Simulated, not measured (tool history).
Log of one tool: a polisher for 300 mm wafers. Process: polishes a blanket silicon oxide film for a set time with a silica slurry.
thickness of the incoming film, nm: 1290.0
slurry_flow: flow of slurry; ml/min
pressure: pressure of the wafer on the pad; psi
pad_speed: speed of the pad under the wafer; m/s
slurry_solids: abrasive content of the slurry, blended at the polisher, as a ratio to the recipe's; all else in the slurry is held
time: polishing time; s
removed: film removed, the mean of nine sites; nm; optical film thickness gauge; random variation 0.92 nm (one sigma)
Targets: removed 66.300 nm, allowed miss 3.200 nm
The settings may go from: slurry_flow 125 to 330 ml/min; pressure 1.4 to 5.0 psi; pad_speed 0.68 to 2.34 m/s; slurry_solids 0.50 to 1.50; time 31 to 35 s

Run 1, hour 0.0: slurry_flow 210 ml/min, pressure 3.2 psi, pad_speed 1.50 m/s, slurry_solids 1.00, time 35 s. Result: removed 127.230 nm.
Run 2, hour 2.4: slurry_flow 210 ml/min, pressure 3.2 psi, pad_speed 1.50 m/s, slurry_solids 0.85, time 35 s. Result: removed 116.780 nm.
Run 3, hour 3.2: slurry_flow 210 ml/min, pressure 3.2 psi, pad_speed 1.50 m/s, slurry_solids 0.70, time 35 s. Result: removed 114.230 nm.
Run 4, hour 10.2: slurry_flow 210 ml/min, pressure 3.2 psi, pad_speed 1.50 m/s, slurry_solids 0.70, time 35 s. Result: removed 111.140 nm.
Run 5, hour 17.8: slurry_flow 210 ml/min, pressure 3.0 psi, pad_speed 1.48 m/s, slurry_solids 0.70, time 35 s. Result: removed 104.350 nm.
Run 6, hour 22.5: slurry_flow 210 ml/min, pressure 3.0 psi, pad_speed 1.48 m/s, slurry_solids 0.85, time 35 s. Result: removed 109.770 nm.
Run 7, hour 30.0: slurry_flow 210 ml/min, pressure 2.8 psi, pad_speed 1.48 m/s, slurry_solids 0.85, time 35 s. Result: removed 102.840 nm.
Run 8, hour 34.4: slurry_flow 210 ml/min, pressure 2.6 psi, pad_speed 1.48 m/s, slurry_solids 0.85, time 35 s. Result: removed 96.915 nm.
Run 9, hour 36.6: slurry_flow 210 ml/min, pressure 2.4 psi, pad_speed 1.48 m/s, slurry_solids 0.85, time 35 s. Result: removed 87.741 nm.
Run 10, hour 40.4: slurry_flow 210 ml/min, pressure 2.3 psi, pad_speed 1.48 m/s, slurry_solids 0.85, time 35 s. Result: removed 85.483 nm.
Run 11, hour 46.5: slurry_flow 210 ml/min, pressure 2.2 psi, pad_speed 1.48 m/s, slurry_solids 0.85, time 35 s. Result: removed 82.543 nm.
Run 12, hour 48.2: slurry_flow 210 ml/min, pressure 2.1 psi, pad_speed 1.48 m/s, slurry_solids 0.85, time 35 s. Result: removed 77.716 nm.
Run 13, hour 50.1: slurry_flow 210 ml/min, pressure 2.0 psi, pad_speed 1.48 m/s, slurry_solids 0.85, time 35 s. Result: removed 74.284 nm.
Run 14, hour 58.7: slurry_flow 210 ml/min, pressure 2.0 psi, pad_speed 1.48 m/s, slurry_solids 0.85, time 35 s. Result: removed 72.584 nm.
Run 15, hour 65.8: slurry_flow 210 ml/min, pressure 1.9 psi, pad_speed 1.48 m/s, slurry_solids 0.85, time 35 s. Result: removed 71.177 nm.

Which of these 4 next moves meets every target?
Run A, hour 72.9: slurry_flow 255 ml/min, pressure 2.1 psi, pad_speed 1.38 m/s, slurry_solids 0.60, time 33 s. Result: removed ?.
Run B, hour 72.9: slurry_flow 190 ml/min, pressure 2.2 psi, pad_speed 1.32 m/s, slurry_solids 0.90, time 34 s. Result: removed ?.
Run C, hour 72.9: slurry_flow 325 ml/min, pressure 1.4 psi, pad_speed 1.90 m/s, slurry_solids 1.10, time 35 s. Result: removed ?.
Run D, hour 72.9: slurry_flow 230 ml/min, pressure 2.2 psi, pad_speed 1.44 m/s, slurry_solids 0.90, time 34 s. Result: removed ?.

move  removed
   A   65.041
   B   73.053
   C   74.062
   D   80.424
A: meets every target
B: further off than the last run
C: further off than the last run
D: further off than the last run
Move A is the one to make.

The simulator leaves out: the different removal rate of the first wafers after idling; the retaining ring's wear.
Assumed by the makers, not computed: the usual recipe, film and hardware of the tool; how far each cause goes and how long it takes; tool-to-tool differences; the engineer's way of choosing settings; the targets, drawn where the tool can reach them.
